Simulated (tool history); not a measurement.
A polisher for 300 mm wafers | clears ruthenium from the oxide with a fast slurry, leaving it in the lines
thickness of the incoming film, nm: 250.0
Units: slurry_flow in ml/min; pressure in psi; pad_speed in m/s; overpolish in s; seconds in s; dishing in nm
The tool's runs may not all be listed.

run  hour  slurry_flow  pressure  pad_speed  slurry_solids  overpolish  seconds  dishing
  1   0.0          300       3.4       1.24           1.00          29   42.194  113.170
  2   2.8          300       3.4       1.24           1.00          24   42.422  104.280
  3   4.2          225       3.4       1.24           1.00          24   44.340  100.630
  4   5.6          225       3.4       1.24           0.90          24   46.365   96.235
  5   7.6          225       3.4       1.24           1.00          24   43.229   95.729
  6  15.3          225       3.4       1.24           0.80          24   50.307   92.103
  7  16.3          215       3.2       1.24           0.95          20   49.012   80.823

Forecast run 8:
  8  21.5          205       3.0       1.28           1.10          17        ?        ?

Run 8 gave seconds 46.857 s, dishing 72.325 nm.
